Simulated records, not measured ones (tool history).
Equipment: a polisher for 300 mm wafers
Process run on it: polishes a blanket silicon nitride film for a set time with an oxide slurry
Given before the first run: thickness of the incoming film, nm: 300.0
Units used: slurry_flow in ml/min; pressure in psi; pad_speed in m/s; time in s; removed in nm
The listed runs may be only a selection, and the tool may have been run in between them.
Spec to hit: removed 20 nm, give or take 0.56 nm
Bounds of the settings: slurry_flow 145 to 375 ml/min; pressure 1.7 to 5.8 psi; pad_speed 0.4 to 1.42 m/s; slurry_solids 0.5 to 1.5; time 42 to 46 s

run	hour	slurry_flow	pressure	pad_speed	slurry_solids	time	removed
1	0	240	3.7	0.9	1	46	26.153
2	3	240	3.7	0.9	1.2	46	28.914
3	5.7	240	3.7	0.9	1.2	42	26.213
4	6.7	240	3.5	0.9	1.2	42	25.129
5	9	240	3.4	0.9	1.2	42	24.763
6	14.8	240	3.4	0.78	1.2	42	21.917
7	16.4	240	3.3	0.78	1.2	42	21.043
8	24.2	240	3.3	0.78	1.2	42	21.086
9	30	235	3.2	0.78	1.2	42	20.75

4 next moves are on the table. One of them brings every result within its allowed miss. Which?
A	35.8	220	3.7	0.72	1.2	42	?
B	35.8	250	3.4	0.78	1.15	43	?
C	35.8	210	3.5	0.7	1.1	44	?
D	35.8	330	2.4	0.98	1.4	42	?

move	removed
A	21.527
B	21.891
C	20.135
D	21.976
A: further off than the last run
B: further off than the last run
C: meets every target
D: further off than the last run
C is the move that brings every result within its allowed miss.
